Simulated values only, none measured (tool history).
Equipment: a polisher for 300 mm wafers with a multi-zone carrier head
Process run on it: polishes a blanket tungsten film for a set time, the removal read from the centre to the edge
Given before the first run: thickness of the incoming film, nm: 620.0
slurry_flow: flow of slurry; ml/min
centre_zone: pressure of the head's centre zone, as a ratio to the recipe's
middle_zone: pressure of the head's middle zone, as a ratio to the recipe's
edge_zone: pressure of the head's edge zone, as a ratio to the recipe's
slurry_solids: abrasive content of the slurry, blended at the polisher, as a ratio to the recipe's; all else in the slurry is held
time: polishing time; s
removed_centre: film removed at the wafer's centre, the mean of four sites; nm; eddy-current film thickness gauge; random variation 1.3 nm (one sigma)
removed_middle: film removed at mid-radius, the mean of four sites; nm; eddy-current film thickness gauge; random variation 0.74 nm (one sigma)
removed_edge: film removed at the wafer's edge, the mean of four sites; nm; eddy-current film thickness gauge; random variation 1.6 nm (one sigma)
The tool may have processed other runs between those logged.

run	hour	slurry_flow	centre_zone	middle_zone	edge_zone	slurry_solids	time	removed_centre	removed_middle	removed_edge
1	0.0	285	1.00	1.00	1.00	1.00	60	203.420	208.860	201.13
2	4.8	275	0.97	0.97	1.01	0.90	55	180.190	183.020	179.81
3	9.7	275	0.97	0.90	1.01	0.90	55	179.100	171.720	184.27
4	14.1	275	0.97	0.90	1.07	0.90	55	180.130	171.580	189.61
5	18.2	275	0.97	0.90	0.99	0.90	55	177.570	170.900	178.97
6	26.3	265	0.94	0.90	1.03	0.85	50	154.010	153.980	167.22
7	31.2	230	0.84	0.83	0.99	0.60	33	83.302	87.559	98.55
8	39.4	250	0.84	0.84	1.02	0.60	33	83.736	89.704	102.11
9	46.3	265	0.84	0.85	1.04	0.60	33	83.662	89.761	103.32
10	48.2	275	0.86	0.92	1.12	0.85	34	95.166	105.410	119.13
11	48.8	275	0.85	0.91	1.11	0.85	34	93.918	105.670	118.45
12	49.4	270	0.85	0.90	1.10	0.85	34	96.397	106.100	116.13

Predict the results of run 13:
13	51.0	265	0.81	0.85	1.14	0.75	33	?	?	?

{"run 13": {"removed_centre": 85.439, "removed_middle": 95.302, "removed_edge": 112.81}}
